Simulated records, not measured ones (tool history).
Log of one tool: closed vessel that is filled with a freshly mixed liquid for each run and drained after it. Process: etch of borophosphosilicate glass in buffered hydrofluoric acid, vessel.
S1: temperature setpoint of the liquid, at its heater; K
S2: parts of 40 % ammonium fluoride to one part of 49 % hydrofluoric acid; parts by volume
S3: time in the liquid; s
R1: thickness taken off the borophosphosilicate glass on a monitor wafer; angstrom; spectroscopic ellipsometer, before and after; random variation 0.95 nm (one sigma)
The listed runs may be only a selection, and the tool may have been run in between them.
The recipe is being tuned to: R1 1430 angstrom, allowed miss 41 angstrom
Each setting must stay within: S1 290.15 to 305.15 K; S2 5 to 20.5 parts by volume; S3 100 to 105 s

{"run": 1, "hour": 0.0, "S1": 298.15, "S2": 12.5, "S3": 100, "R1": 1694.3}
{"run": 2, "hour": 7.1, "S1": 298.15, "S2": 12.5, "S3": 100, "R1": 1720.7}
{"run": 3, "hour": 12.6, "S1": 300.15, "S2": 12.5, "S3": 100, "R1": 1876.5}
{"run": 4, "hour": 20.2, "S1": 300.15, "S2": 12.5, "S3": 100, "R1": 1875.5}
{"run": 5, "hour": 23.9, "S1": 296.65, "S2": 12.5, "S3": 100, "R1": 1585.4}
{"run": 6, "hour": 26.7, "S1": 300.15, "S2": 12.5, "S3": 100, "R1": 1907.1}
{"run": 7, "hour": 33.1, "S1": 298.65, "S2": 12.5, "S3": 100, "R1": 1754.1}
{"run": 8, "hour": 40.0, "S1": 298.65, "S2": 12.5, "S3": 100, "R1": 1768}
{"run": 9, "hour": 41.0, "S1": 297.65, "S2": 12.5, "S3": 100, "R1": 1671.3}
{"run": 10, "hour": 45.8, "S1": 296.65, "S2": 12.5, "S3": 100, "R1": 1572.6}

5 candidate next runs follow, results not yet known. Just one meets every target within its allowed miss. Identify it.
{"run": "A", "hour": 50.6, "S1": 294.65, "S2": 13, "S3": 105, "R1": "?"}
{"run": "B", "hour": 50.6, "S1": 296.65, "S2": 12, "S3": 105, "R1": "?"}
{"run": "C", "hour": 50.6, "S1": 297.15, "S2": 13.5, "S3": 100, "R1": "?"}
{"run": "D", "hour": 50.6, "S1": 297.15, "S2": 13, "S3": 100, "R1": "?"}
{"run": "E", "hour": 50.6, "S1": 297.65, "S2": 14.5, "S3": 105, "R1": "?"}

move=A R1=1428.2
move=B R1=1723.3
move=C R1=1501.6
move=D R1=1558.5
move=E R1=1509.6
A: every result lands within tolerance
B: moves away from the targets compared with the last run
C: better than the last run, though not everything is in spec
D: better than the last run, though not everything is in spec
E: better than the last run, though not everything is in spec
The right move is A.
